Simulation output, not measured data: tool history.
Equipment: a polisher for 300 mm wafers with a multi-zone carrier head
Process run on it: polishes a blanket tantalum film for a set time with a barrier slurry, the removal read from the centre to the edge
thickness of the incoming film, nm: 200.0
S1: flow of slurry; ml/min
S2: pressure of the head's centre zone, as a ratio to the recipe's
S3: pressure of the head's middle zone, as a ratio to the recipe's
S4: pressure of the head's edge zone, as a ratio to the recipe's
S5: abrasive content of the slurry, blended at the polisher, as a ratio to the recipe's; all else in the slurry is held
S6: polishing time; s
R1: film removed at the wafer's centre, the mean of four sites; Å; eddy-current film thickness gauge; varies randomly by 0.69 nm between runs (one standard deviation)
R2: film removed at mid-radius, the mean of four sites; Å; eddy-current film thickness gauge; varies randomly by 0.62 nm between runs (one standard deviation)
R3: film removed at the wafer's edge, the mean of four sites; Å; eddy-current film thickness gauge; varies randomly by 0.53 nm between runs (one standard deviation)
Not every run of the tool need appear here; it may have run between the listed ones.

run  hour   S1    S2    S3    S4    S5  S6      R1      R2      R3
  1     0  135     1     1     1     1  70  564.31  578.87  586.69
  2   2.4  135  1.05     1     1     1  70  588.59  581.71  592.34
  3   4.3  135  0.99     1     1     1  70  550.06  595.49  578.27
  4    10  135  0.99  0.91     1     1  70  550.49  557.28  586.96
  5  14.6  135  0.99  0.86     1     1  70  550.03  524.84  591.95
  6  18.3  135  1.05  0.86     1     1  70  579.32  518.62  587.68
  7  23.5  130  1.04  0.86  0.98  0.95  70  576.29  515.07   576.9

Forecast run 8:
  8  28.9  130  1.03  0.86  0.97  0.9  69   ?   ?   ?

R1: 571.11 Å
R2: 500.95 Å
R3: 558.31 Å
